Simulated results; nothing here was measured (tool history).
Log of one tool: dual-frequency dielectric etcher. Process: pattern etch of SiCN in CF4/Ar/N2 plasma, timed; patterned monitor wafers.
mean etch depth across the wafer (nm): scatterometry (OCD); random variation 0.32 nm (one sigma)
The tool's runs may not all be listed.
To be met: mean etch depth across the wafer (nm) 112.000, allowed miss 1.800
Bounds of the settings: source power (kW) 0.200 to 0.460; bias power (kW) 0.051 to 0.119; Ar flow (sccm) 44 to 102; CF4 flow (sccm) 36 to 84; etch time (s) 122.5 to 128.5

run	hour	source power (kW)	bias power (kW)	Ar flow (sccm)	CF4 flow (sccm)	etch time (s)	mean etch depth across the wafer (nm)
1	0.0	0.330	0.085	73	60	122.5	84.421
2	8.1	0.330	0.085	73	52	122.5	83.014
3	10.7	0.330	0.085	73	52	122.5	83.103
4	12.9	0.360	0.086	73	52	122.5	91.141
5	17.1	0.360	0.086	73	52	122.5	90.822
6	25.2	0.380	0.086	73	52	122.5	95.710
7	34.1	0.400	0.086	73	52	122.5	100.900
8	35.1	0.400	0.086	73	52	122.5	100.850

Which of these 4 next moves meets every target?
A	36.1	0.400	0.093	76	48	127.5	?
B	36.1	0.380	0.103	66	51	128.5	?
C	36.1	0.410	0.086	67	56	123.0	?
D	36.1	0.410	0.088	71	62	124.0	?

move	mean etch depth across the wafer (nm)
A	106.950
B	110.710
C	105.930
D	108.400
A: nearer than the last run, and not there yet
B: meets every target
C: nearer than the last run, and not there yet
D: nearer than the last run, and not there yet
Answer: B
